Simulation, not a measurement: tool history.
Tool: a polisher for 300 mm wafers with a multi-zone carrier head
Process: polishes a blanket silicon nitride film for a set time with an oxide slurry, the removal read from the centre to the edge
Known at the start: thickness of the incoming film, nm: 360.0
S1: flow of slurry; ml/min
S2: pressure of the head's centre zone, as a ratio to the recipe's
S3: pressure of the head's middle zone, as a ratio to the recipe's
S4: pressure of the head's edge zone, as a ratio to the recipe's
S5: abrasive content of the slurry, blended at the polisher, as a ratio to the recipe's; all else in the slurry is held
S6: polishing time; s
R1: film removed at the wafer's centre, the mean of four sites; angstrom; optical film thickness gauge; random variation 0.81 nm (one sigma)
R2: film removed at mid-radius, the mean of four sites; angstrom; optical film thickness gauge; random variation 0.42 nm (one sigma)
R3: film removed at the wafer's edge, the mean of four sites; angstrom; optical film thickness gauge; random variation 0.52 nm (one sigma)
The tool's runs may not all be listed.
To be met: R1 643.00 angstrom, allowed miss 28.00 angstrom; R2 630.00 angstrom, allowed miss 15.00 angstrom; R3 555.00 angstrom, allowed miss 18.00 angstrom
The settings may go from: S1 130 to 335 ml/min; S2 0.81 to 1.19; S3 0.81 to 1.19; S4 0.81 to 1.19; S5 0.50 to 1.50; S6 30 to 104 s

{"run": 1, "hour": 0.0, "S1": 215, "S2": 1.0, "S3": 1.0, "S4": 1.0, "S5": 1.0, "S6": 67, "R1": 535.02, "R2": 504.77, "R3": 525.79}
{"run": 2, "hour": 1.4, "S1": 230, "S2": 1.02, "S3": 1.04, "S4": 1.0, "S5": 1.0, "S6": 67, "R1": 552.44, "R2": 543.57, "R3": 529.65}
{"run": 3, "hour": 9.8, "S1": 230, "S2": 1.02, "S3": 1.04, "S4": 1.06, "S5": 1.0, "S6": 67, "R1": 545.12, "R2": 539.57, "R3": 538.32}
{"run": 4, "hour": 18.8, "S1": 245, "S2": 1.04, "S3": 1.06, "S4": 1.06, "S5": 1.0, "S6": 67, "R1": 563.06, "R2": 547.86, "R3": 539.49}
{"run": 5, "hour": 22.9, "S1": 245, "S2": 1.04, "S3": 1.06, "S4": 1.06, "S5": 1.2, "S6": 67, "R1": 627.29, "R2": 613.42, "R3": 612.16}
{"run": 6, "hour": 28.4, "S1": 245, "S2": 1.04, "S3": 1.06, "S4": 1.06, "S5": 1.2, "S6": 52, "R1": 492.8, "R2": 475.46, "R3": 464.43}
{"run": 7, "hour": 30.5, "S1": 300, "S2": 1.14, "S3": 1.16, "S4": 1.11, "S5": 1.45, "S6": 53, "R1": 616.58, "R2": 585.63, "R3": 545.88}
{"run": 8, "hour": 34.9, "S1": 305, "S2": 1.14, "S3": 1.17, "S4": 1.1, "S5": 1.45, "S6": 53, "R1": 622.62, "R2": 588.17, "R3": 540.39}
{"run": 9, "hour": 37.5, "S1": 305, "S2": 1.13, "S3": 1.17, "S4": 1.09, "S5": 1.45, "S6": 53, "R1": 595.17, "R2": 600.1, "R3": 542.94}
{"run": 10, "hour": 40.1, "S1": 305, "S2": 1.14, "S3": 1.17, "S4": 1.09, "S5": 1.45, "S6": 53, "R1": 610.34, "R2": 587.08, "R3": 546.39}
{"run": 11, "hour": 45.3, "S1": 310, "S2": 1.14, "S3": 1.17, "S4": 1.05, "S5": 1.45, "S6": 54, "R1": 633.54, "R2": 599.98, "R3": 539.3}

Which of these 5 next moves meets every target?
{"run": "A", "hour": 50.5, "S1": 325, "S2": 1.1, "S3": 1.1, "S4": 0.98, "S5": 1.2, "S6": 59, "R1": "?", "R2": "?", "R3": "?"}
{"run": "B", "hour": 50.5, "S1": 250, "S2": 1.13, "S3": 1.18, "S4": 1.0, "S5": 1.45, "S6": 57, "R1": "?", "R2": "?", "R3": "?"}
{"run": "C", "hour": 50.5, "S1": 290, "S2": 1.19, "S3": 1.12, "S4": 1.05, "S5": 1.35, "S6": 55, "R1": "?", "R2": "?", "R3": "?"}
{"run": "D", "hour": 50.5, "S1": 335, "S2": 1.16, "S3": 1.04, "S4": 0.95, "S5": 1.5, "S6": 56, "R1": "?", "R2": "?", "R3": "?"}
{"run": "E", "hour": 50.5, "S1": 265, "S2": 1.19, "S3": 1.19, "S4": 0.93, "S5": 1.45, "S6": 53, "R1": "?", "R2": "?", "R3": "?"}

move=A R1=600.54 R2=580.11 R3=529.83
move=B R1=631.81 R2=634.14 R3=553.78
move=C R1=630.24 R2=575.96 R3=537.22
move=D R1=666.64 R2=584.97 R3=552.46
move=E R1=620.59 R2=598.03 R3=500.06
A: further off than the last run
B: meets every target
C: further off than the last run
D: further off than the last run
E: further off than the last run
The right move is B.
